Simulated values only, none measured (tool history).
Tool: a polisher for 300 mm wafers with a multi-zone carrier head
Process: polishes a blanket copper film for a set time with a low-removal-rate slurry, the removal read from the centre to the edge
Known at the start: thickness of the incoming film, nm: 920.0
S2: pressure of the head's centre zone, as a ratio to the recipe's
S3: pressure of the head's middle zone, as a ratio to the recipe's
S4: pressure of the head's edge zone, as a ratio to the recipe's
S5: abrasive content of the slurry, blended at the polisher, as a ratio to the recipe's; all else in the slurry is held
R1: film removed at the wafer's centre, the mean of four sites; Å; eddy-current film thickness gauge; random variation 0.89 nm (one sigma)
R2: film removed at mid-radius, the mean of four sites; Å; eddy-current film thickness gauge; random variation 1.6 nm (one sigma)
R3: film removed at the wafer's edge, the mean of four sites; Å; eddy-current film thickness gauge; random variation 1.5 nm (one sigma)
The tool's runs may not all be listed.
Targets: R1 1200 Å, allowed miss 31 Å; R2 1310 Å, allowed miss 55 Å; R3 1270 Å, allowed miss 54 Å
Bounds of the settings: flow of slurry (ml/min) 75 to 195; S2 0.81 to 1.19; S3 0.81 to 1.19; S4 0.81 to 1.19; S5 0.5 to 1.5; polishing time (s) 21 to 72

{"run": 1, "day": 0.0, "flow of slurry (ml/min)": 125, "S2": 1, "S3": 1, "S4": 1, "S5": 1, "polishing time (s)": 46, "R1": 1653.8, "R2": 1637.4, "R3": 1660.1}
{"run": 2, "day": 0.233, "flow of slurry (ml/min)": 125, "S2": 1.03, "S3": 1, "S4": 1, "S5": 1, "polishing time (s)": 46, "R1": 1691.9, "R2": 1645.7, "R3": 1644.7}
{"run": 3, "day": 0.321, "flow of slurry (ml/min)": 125, "S2": 1.03, "S3": 1, "S4": 1, "S5": 1.1, "polishing time (s)": 46, "R1": 1723.3, "R2": 1709.4, "R3": 1683.1}
{"run": 4, "day": 0.392, "flow of slurry (ml/min)": 125, "S2": 1.12, "S3": 1, "S4": 1, "S5": 1.1, "polishing time (s)": 46, "R1": 1867.4, "R2": 1721.8, "R3": 1707}
{"run": 5, "day": 0.458, "flow of slurry (ml/min)": 120, "S2": 1.09, "S3": 1, "S4": 0.99, "S5": 1.05, "polishing time (s)": 46, "R1": 1796.2, "R2": 1638.8, "R3": 1625.6}
{"run": 6, "day": 0.567, "flow of slurry (ml/min)": 120, "S2": 1.09, "S3": 1, "S4": 0.99, "S5": 1.05, "polishing time (s)": 53, "R1": 2033.7, "R2": 1927.1, "R3": 1885.6}
{"run": 7, "day": 0.738, "flow of slurry (ml/min)": 115, "S2": 1.06, "S3": 1.01, "S4": 0.98, "S5": 1, "polishing time (s)": 52, "R1": 1917.1, "R2": 1830.5, "R3": 1815}
{"run": 8, "day": 0.871, "flow of slurry (ml/min)": 115, "S2": 1.04, "S3": 1.02, "S4": 0.97, "S5": 0.95, "polishing time (s)": 51, "R1": 1828.7, "R2": 1825.2, "R3": 1754.8}
{"run": 9, "day": 1.104, "flow of slurry (ml/min)": 110, "S2": 1.02, "S3": 1.02, "S4": 0.96, "S5": 0.9, "polishing time (s)": 50, "R1": 1726.6, "R2": 1743.6, "R3": 1665.6}
{"run": 10, "day": 1.208, "flow of slurry (ml/min)": 105, "S2": 1, "S3": 1.01, "S4": 0.95, "S5": 0.85, "polishing time (s)": 50, "R1": 1658.3, "R2": 1700.7, "R3": 1656.8}
{"run": 11, "day": 1.233, "flow of slurry (ml/min)": 105, "S2": 0.99, "S3": 1.01, "S4": 0.94, "S5": 0.8, "polishing time (s)": 49, "R1": 1604, "R2": 1632.4, "R3": 1565.6}
{"run": 12, "day": 1.396, "flow of slurry (ml/min)": 105, "S2": 0.98, "S3": 1.01, "S4": 0.93, "S5": 0.75, "polishing time (s)": 49, "R1": 1566.6, "R2": 1658.4, "R3": 1548.7}
{"run": 13, "day": 1.725, "flow of slurry (ml/min)": 105, "S2": 0.97, "S3": 1, "S4": 0.92, "S5": 0.7, "polishing time (s)": 49, "R1": 1523.3, "R2": 1607, "R3": 1512}
{"run": 14, "day": 2.021, "flow of slurry (ml/min)": 105, "S2": 0.97, "S3": 1, "S4": 0.92, "S5": 0.7, "polishing time (s)": 49, "R1": 1550.5, "R2": 1620, "R3": 1540.4}
{"run": 15, "day": 2.092, "flow of slurry (ml/min)": 105, "S2": 0.96, "S3": 1, "S4": 0.92, "S5": 0.7, "polishing time (s)": 48, "R1": 1483.3, "R2": 1557.4, "R3": 1500.9}
{"run": 16, "day": 2.3, "flow of slurry (ml/min)": 105, "S2": 0.95, "S3": 1, "S4": 0.91, "S5": 0.7, "polishing time (s)": 48, "R1": 1472.1, "R2": 1546.2, "R3": 1508.1}
{"run": 17, "day": 2.346, "flow of slurry (ml/min)": 95, "S2": 0.92, "S3": 1, "S4": 0.89, "S5": 0.6, "polishing time (s)": 46, "R1": 1285.9, "R2": 1407.2, "R3": 1356.3}

4 next moves are on the table. One of them brings every result within its allowed miss. Which?
{"run": "A", "day": 2.392, "flow of slurry (ml/min)": 75, "S2": 0.92, "S3": 0.97, "S4": 0.81, "S5": 1, "polishing time (s)": 43, "R1": "?", "R2": "?", "R3": "?"}
{"run": "B", "day": 2.392, "flow of slurry (ml/min)": 110, "S2": 1.02, "S3": 1.02, "S4": 0.91, "S5": 0.55, "polishing time (s)": 41, "R1": "?", "R2": "?", "R3": "?"}
{"run": "C", "day": 2.392, "flow of slurry (ml/min)": 100, "S2": 0.98, "S3": 1.06, "S4": 0.81, "S5": 0.6, "polishing time (s)": 45, "R1": "?", "R2": "?", "R3": "?"}
{"run": "D", "day": 2.392, "flow of slurry (ml/min)": 85, "S2": 0.93, "S3": 0.86, "S4": 0.9, "S5": 0.8, "polishing time (s)": 47, "R1": "?", "R2": "?", "R3": "?"}

move=A R1=1196.2 R2=1300.8 R3=1278.4
move=B R1=1309 R2=1322.9 R3=1260.9
move=C R1=1362 R2=1480.7 R3=1306.7
move=D R1=1337.5 R2=1295.7 R3=1452.5
A: meets every target
B: further off than the last run
C: further off than the last run
D: further off than the last run
The right move is A.
